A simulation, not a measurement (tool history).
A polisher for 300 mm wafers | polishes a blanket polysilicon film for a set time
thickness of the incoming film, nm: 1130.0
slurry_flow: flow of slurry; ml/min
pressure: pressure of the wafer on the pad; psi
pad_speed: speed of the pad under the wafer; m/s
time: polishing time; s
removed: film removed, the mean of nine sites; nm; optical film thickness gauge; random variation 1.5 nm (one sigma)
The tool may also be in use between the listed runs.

run  hour  slurry_flow  pressure  pad_speed  time  removed
  1   0.0          270       2.1       1.14    29   167.03
  2   7.5          270       2.5       1.14    29   185.87
  3  13.4          310       2.5       1.14    29   189.77
  4  14.6          310       2.8       1.14    29   203.08
  5  17.9          310       2.8       1.14    26   187.57
  6  18.8          310       2.8       1.32    26   208.78
  7  21.6          310       2.6       1.30    26   194.04
  8  29.1          310       2.4       1.28    26   179.26
  9  29.9          310       2.3       1.28    26   175.34

The next listed run, before its measurement:
 10  33.0          310       2.2       1.28    26        ?

removed: 169.16 nm
